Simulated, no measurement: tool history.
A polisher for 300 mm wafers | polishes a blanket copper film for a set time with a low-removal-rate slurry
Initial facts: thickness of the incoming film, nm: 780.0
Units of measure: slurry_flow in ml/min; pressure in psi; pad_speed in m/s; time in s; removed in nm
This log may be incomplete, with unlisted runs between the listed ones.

run    day  slurry_flow  pressure  pad_speed  slurry_solids  time  removed
  1      0          280         2       0.96              1    92   191.26
  2  0.096          280         2       0.96            0.8    92   183.15
  3  0.217          280         2       0.96            0.8    97   193.28
  4  0.329          280         2       0.96           0.65    97   186.52
  5  0.433          280         2       0.96           0.65    92   176.26
  6  0.767          280         2       0.86           0.65    92   157.01

Estimate the outcome of run 7 from the log above:
  7  0.921          305       2.6       1.04           0.65    92        ?

Run 7 gave removed 245.59 nm.

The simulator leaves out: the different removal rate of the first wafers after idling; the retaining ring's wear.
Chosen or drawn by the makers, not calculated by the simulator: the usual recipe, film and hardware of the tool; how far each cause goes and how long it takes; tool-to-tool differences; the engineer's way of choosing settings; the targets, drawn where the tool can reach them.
